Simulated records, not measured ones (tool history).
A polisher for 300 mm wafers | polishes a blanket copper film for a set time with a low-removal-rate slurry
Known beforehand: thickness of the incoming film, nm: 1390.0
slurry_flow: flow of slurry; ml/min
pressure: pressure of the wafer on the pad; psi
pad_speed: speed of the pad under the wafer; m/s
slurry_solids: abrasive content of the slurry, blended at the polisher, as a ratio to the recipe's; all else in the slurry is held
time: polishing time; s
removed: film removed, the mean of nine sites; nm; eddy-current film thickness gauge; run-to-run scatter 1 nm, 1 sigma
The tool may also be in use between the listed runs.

run	day	slurry_flow	pressure	pad_speed	slurry_solids	time	removed
1	0	210	2.9	1.28	1	45	146.23
2	0.092	210	3.5	1.28	1	45	181.25
3	0.304	210	3.9	1.28	1	45	198.82
4	0.458	210	3.5	1.28	1	45	179.14
5	0.508	210	2.8	1.28	1	45	142.39
6	0.683	210	2.8	1.28	1	45	144.05

What does the tool deliver on the next run?
7	0.8	210	2.6	1.28	1	45	?

For run 7 the tool returned removed 134.36 nm.
